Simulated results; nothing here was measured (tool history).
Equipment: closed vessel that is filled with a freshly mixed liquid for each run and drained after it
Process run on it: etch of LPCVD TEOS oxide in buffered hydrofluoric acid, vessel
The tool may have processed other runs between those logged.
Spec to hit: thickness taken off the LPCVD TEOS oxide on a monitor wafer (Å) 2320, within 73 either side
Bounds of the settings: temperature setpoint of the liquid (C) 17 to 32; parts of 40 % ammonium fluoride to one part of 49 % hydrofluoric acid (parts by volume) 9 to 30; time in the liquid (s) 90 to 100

run  hour  temperature setpoint of the liquid (C)  parts of 40 % ammonium fluoride to one part of 49 % hydrofluoric acid (parts by volume)  time in the liquid (s)  thickness taken off the LPCVD TEOS oxide on a monitor wafer (Å)
  1     0                                      25                                                                                       24                      90                                                           1709.4
  2   8.6                                      25                                                                                       24                     100                                                           1949.6
  3  15.1                                    27.5                                                                                       24                     100                                                           2227.1
  4  18.1                                    24.5                                                                                       24                     100                                                           1876.7
  5  26.1                                      25                                                                                       24                     100                                                             1949
  6  32.4                                      25                                                                                       28                     100                                                           1739.9
  7  33.9                                    25.5                                                                                       28                     100                                                           1780.6
  8  35.7                                      26                                                                                       28                     100                                                           1864.1
  9  40.5                                    26.5                                                                                       28                     100                                                           1893.3

Which of these 4 next moves meets every target?
  A  45.3                                      30                                                                                       26                      95                                                                ?
  B  45.3                                      27                                                                                     19.5                     100                                                                ?
  C  45.3                                      27                                                                                       19                      95                                                                ?
  D  45.3                                      24                                                                                     14.5                      90                                                                ?

move  thickness taken off the LPCVD TEOS oxide on a monitor wafer (Å)
   A                                                           2293.3
   B                                                           2520.4
   C                                                           2456.5
   D                                                           2576.4
A: every result lands within tolerance
B: moves the result that the last run missed by most past its target, out the other side
C: moves the result that the last run missed by most past its target, out the other side
D: moves the result that the last run missed by most past its target, out the other side
Answer: A
